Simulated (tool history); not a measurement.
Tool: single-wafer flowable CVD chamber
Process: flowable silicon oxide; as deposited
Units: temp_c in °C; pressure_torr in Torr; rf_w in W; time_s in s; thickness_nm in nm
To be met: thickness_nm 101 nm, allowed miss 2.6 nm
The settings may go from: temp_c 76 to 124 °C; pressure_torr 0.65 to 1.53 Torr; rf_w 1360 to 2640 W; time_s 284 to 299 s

{"run": 1, "day": 0.0, "temp_c": 100, "pressure_torr": 1.09, "rf_w": 2000, "time_s": 299, "thickness_nm": 273.7}
{"run": 2, "day": 0.225, "temp_c": 100, "pressure_torr": 1.09, "rf_w": 2185, "time_s": 299, "thickness_nm": 275.48}
{"run": 3, "day": 0.538, "temp_c": 100, "pressure_torr": 0.91, "rf_w": 2185, "time_s": 299, "thickness_nm": 231.67}
{"run": 4, "day": 0.704, "temp_c": 100, "pressure_torr": 0.91, "rf_w": 2185, "time_s": 284, "thickness_nm": 220.45}
{"run": 5, "day": 0.862, "temp_c": 107, "pressure_torr": 0.91, "rf_w": 2185, "time_s": 284, "thickness_nm": 167.76}
{"run": 6, "day": 0.983, "temp_c": 111, "pressure_torr": 0.91, "rf_w": 2185, "time_s": 284, "thickness_nm": 146.34}
{"run": 7, "day": 1.133, "temp_c": 114, "pressure_torr": 0.91, "rf_w": 2185, "time_s": 284, "thickness_nm": 130.89}
{"run": 8, "day": 1.183, "temp_c": 116, "pressure_torr": 0.91, "rf_w": 2185, "time_s": 284, "thickness_nm": 122.51}
{"run": 9, "day": 1.225, "temp_c": 123, "pressure_torr": 0.91, "rf_w": 2185, "time_s": 284, "thickness_nm": 98.552}

Which of these 4 next moves meets every target?
{"run": "A", "day": 1.267, "temp_c": 122, "pressure_torr": 0.88, "rf_w": 1890, "time_s": 289, "thickness_nm": "?"}
{"run": "B", "day": 1.267, "temp_c": 119, "pressure_torr": 0.8, "rf_w": 2410, "time_s": 292, "thickness_nm": "?"}
{"run": "C", "day": 1.267, "temp_c": 116, "pressure_torr": 0.71, "rf_w": 2215, "time_s": 293, "thickness_nm": "?"}
{"run": "D", "day": 1.267, "temp_c": 121, "pressure_torr": 0.83, "rf_w": 2150, "time_s": 284, "thickness_nm": "?"}

move=A thickness_nm=95.153
move=B thickness_nm=100.85
move=C thickness_nm=96.722
move=D thickness_nm=93.924
A: further off than the last run
B: meets every target
C: further off than the last run
D: further off than the last run
The right move is B.
